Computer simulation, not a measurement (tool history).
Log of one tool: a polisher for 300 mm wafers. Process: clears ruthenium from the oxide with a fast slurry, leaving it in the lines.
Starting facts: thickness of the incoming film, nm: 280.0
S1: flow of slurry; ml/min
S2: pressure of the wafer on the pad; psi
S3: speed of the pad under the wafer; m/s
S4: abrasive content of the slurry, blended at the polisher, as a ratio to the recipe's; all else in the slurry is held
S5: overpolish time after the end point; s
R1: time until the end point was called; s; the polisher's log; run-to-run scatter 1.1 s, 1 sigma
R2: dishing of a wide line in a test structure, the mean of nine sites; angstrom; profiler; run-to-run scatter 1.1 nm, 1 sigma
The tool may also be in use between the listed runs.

run 1 day=0 | S1=235 S2=1.7 S3=1.16 S4=1 S5=29 | R1=95.772 R2=525.67
run 2 day=0.112 | S1=235 S2=1.7 S3=1 S4=1 S5=29 | R1=109.49 R2=471.57
run 3 day=0.279 | S1=235 S2=1.7 S3=0.86 S4=1 S5=29 | R1=123.36 R2=441.09
run 4 day=0.412 | S1=235 S2=1.9 S3=0.88 S4=1 S5=28 | R1=111.62 R2=462.06
run 5 day=0.6 | S1=235 S2=2.1 S3=0.92 S4=1 S5=27 | R1=98.703 R2=504.65
run 6 day=0.779 | S1=235 S2=2.1 S3=1.08 S4=1 S5=27 | R1=85.443 R2=544.24

Run 7 has not been measured yet. What should we expect?
run 7 day=1.062 | S1=235 S2=2.2 S3=1.08 S4=1 S5=26 | R1=? R2=?

{"run 7": {"R1": 83.765, "R2": 530.08}}

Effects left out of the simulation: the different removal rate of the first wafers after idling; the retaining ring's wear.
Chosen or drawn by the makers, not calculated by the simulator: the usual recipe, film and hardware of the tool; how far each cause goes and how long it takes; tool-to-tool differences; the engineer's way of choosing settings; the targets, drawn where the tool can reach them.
